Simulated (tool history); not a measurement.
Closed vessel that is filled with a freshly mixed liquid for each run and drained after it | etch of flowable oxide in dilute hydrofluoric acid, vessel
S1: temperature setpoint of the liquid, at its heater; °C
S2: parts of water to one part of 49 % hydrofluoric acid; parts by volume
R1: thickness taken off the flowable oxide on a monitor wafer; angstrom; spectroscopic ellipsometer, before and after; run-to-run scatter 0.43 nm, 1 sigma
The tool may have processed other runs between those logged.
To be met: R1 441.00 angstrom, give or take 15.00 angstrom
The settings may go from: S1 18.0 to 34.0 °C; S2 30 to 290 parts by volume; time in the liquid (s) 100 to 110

Run 1, hour 0.0: S1 26.0 °C, S2 160 parts by volume, time in the liquid (s) 100. Result: R1 218.74 angstrom.
Run 2, hour 3.3: S1 26.0 °C, S2 120 parts by volume, time in the liquid (s) 100. Result: R1 311.46 angstrom.
Run 3, hour 4.8: S1 27.5 °C, S2 120 parts by volume, time in the liquid (s) 100. Result: R1 325.81 angstrom.
Run 4, hour 13.2: S1 28.5 °C, S2 120 parts by volume, time in the liquid (s) 100. Result: R1 337.87 angstrom.
Run 5, hour 18.9: S1 29.5 °C, S2 120 parts by volume, time in the liquid (s) 100. Result: R1 344.51 angstrom.
Run 6, hour 23.5: S1 30.5 °C, S2 120 parts by volume, time in the liquid (s) 100. Result: R1 368.24 angstrom.
Run 7, hour 24.3: S1 31.0 °C, S2 120 parts by volume, time in the liquid (s) 100. Result: R1 375.22 angstrom.
Run 8, hour 29.3: S1 31.0 °C, S2 120 parts by volume, time in the liquid (s) 100. Result: R1 369.60 angstrom.
Run 9, hour 32.9: S1 31.5 °C, S2 120 parts by volume, time in the liquid (s) 100. Result: R1 381.05 angstrom.
Run 10, hour 37.1: S1 32.0 °C, S2 120 parts by volume, time in the liquid (s) 100. Result: R1 388.47 angstrom.
Run 11, hour 44.6: S1 32.5 °C, S2 120 parts by volume, time in the liquid (s) 100. Result: R1 392.52 angstrom.

Exactly one of the 4 candidate moves below puts every result within its allowed miss. Which one?
Run A, hour 52.1: S1 32.0 °C, S2 125 parts by volume, time in the liquid (s) 110. Result: R1 ?.
Run B, hour 52.1: S1 34.0 °C, S2 125 parts by volume, time in the liquid (s) 110. Result: R1 ?.
Run C, hour 52.1: S1 30.5 °C, S2 125 parts by volume, time in the liquid (s) 105. Result: R1 ?.
Run D, hour 52.1: S1 32.5 °C, S2 130 parts by volume, time in the liquid (s) 100. Result: R1 ?.

move      R1
   A  402.28
   B  432.57
   C  363.31
   D  355.68
A: an improvement on the last run, though not all results are within tolerance
B: all results in spec
C: its largest miss is bigger than the last run's
D: its largest miss is bigger than the last run's
Correct choice: B, which meets every target
